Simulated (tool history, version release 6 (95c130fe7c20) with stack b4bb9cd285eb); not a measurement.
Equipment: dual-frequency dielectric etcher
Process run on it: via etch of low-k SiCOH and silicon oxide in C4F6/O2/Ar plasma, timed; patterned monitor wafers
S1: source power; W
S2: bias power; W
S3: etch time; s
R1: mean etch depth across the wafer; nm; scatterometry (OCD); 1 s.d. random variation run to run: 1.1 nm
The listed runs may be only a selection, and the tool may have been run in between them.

run 1 hour=0 | S1=320 S2=155 S3=119 | R1=311.49
run 2 hour=2.1 | S1=320 S2=136 S3=119 | R1=299.98
run 3 hour=5.1 | S1=320 S2=159 S3=119 | R1=314.15
run 4 hour=9.1 | S1=320 S2=159 S3=119 | R1=313.58
run 5 hour=10.9 | S1=360 S2=164 S3=119 | R1=338.79
run 6 hour=14.9 | S1=360 S2=144 S3=119 | R1=326.23
run 7 hour=16.5 | S1=390 S2=145 S3=119 | R1=339.8
run 8 hour=25.3 | S1=410 S2=147 S3=119 | R1=350.48
run 9 hour=26.7 | S1=420 S2=149 S3=119 | R1=356.29
run 10 hour=28.9 | S1=430 S2=151 S3=119 | R1=362.98
run 11 hour=37.9 | S1=440 S2=152 S3=119 | R1=368.19
run 12 hour=38.8 | S1=440 S2=152 S3=119 | R1=368.63

Forecast run 13:
run 13 hour=44.4 | S1=440 S2=153 S3=119 | R1=?

Run 13 came out at R1 367.46 nm.
